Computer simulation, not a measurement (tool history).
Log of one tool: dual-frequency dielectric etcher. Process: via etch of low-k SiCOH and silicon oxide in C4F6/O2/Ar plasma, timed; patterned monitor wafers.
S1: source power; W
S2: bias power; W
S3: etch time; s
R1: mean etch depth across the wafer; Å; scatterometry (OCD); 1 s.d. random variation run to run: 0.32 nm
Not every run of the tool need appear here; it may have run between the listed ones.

{"run": 1, "hour": 0.0, "S1": 250, "S2": 171, "S3": 50, "R1": 934.48}
{"run": 2, "hour": 8.1, "S1": 240, "S2": 169, "S3": 50, "R1": 906.28}
{"run": 3, "hour": 9.1, "S1": 240, "S2": 143, "S3": 50, "R1": 845.74}
{"run": 4, "hour": 9.8, "S1": 260, "S2": 143, "S3": 50, "R1": 888.58}
{"hour": 13.1, "done": "bias power generator calibrated"}
{"run": 5, "hour": 13.1, "S1": 260, "S2": 159, "S3": 50, "R1": 911.3}
{"run": 6, "hour": 19.3, "S1": 250, "S2": 157, "S3": 50, "R1": 887.79}

Predict the results of run 7:
{"run": 7, "hour": 26.9, "S1": 240, "S2": 156, "S3": 50, "R1": "?"}

R1: 867.5 Å
